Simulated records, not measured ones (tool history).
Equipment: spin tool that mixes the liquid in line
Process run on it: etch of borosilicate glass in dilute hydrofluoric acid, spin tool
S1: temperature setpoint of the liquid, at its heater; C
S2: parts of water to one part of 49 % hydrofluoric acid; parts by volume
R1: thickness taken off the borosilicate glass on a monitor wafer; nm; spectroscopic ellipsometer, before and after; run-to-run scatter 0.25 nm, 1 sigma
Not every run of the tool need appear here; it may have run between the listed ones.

Run 1, day 0.000: S1 25.0 C, S2 125 parts by volume, time under the liquid (s) 55. Result: R1 16.092 nm.
Run 2, day 0.112: S1 27.5 C, S2 110 parts by volume, time under the liquid (s) 55. Result: R1 20.698 nm.
Run 3, day 0.279: S1 29.0 C, S2 100 parts by volume, time under the liquid (s) 55. Result: R1 24.287 nm.
Run 4, day 0.592: S1 29.0 C, S2 100 parts by volume, time under the liquid (s) 55. Result: R1 24.416 nm.
Run 5, day 0.779: S1 26.0 C, S2 100 parts by volume, time under the liquid (s) 55. Result: R1 21.920 nm.
Run 6, day 1.062: S1 28.0 C, S2 95 parts by volume, time under the liquid (s) 55. Result: R1 24.822 nm.
Run 7, day 1.417: S1 32.0 C, S2 80 parts by volume, time under the liquid (s) 55. Result: R1 34.941 nm.

What will run 8 give?
Run 8, day 1.733: S1 31.5 C, S2 80 parts by volume, time under the liquid (s) 55. Result: R1 ?.

{"run 8": {"R1": 34.599}}
